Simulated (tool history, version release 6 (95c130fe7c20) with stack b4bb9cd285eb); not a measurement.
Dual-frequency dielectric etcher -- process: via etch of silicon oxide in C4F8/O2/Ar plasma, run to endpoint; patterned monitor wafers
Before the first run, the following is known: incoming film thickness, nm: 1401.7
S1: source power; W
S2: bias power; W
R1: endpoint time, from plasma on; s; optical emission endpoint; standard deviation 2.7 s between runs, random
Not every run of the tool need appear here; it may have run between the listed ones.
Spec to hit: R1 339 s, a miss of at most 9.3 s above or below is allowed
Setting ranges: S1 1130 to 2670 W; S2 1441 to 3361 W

| run | hour | S1 | S2 | R1 |
|---|---|---|---|---|
| 1 | 0 | 1900 | 2401 | 277 |
| 2 | 6.6 | 1750 | 2297 | 292.08 |
| 3 | 15 | 1900 | 2297 | 286.05 |
| 4 | 15.6 | 1790 | 2203 | 296.85 |
| 5 | 19.6 | 2120 | 2203 | 276.59 |
| 6 | 26.7 | 2240 | 2203 | 266.96 |
| 7 | 28.1 | 2060 | 2137 | 279.94 |
| 8 | 31.3 | 1910 | 2072 | 290.9 |
| 9 | 40 | 1790 | 2010 | 301.51 |
| 10 | 41 | 1700 | 1965 | 311.97 |
| 11 | 48.2 | 1640 | 1939 | 314.95 |
| 12 | 56.1 | 1580 | 1912 | 321.33 |
| 13 | 56.7 | 1540 | 1894 | 323.81 |

Which of these 4 next moves meets every target?
| A | 57.3 | 1670 | 1995 | ? |
| B | 57.3 | 1690 | 2162 | ? |
| C | 57.3 | 1380 | 2361 | ? |
| D | 57.3 | 1450 | 1820 | ? |

| move | R1 |
|---|---|
| A | 312.27 |
| B | 303.45 |
| C | 317.46 |
| D | 337.76 |
A: misses by more than the last run did
B: misses by more than the last run did
C: misses by more than the last run did
D: hits every target within its allowed miss
D meets every target.
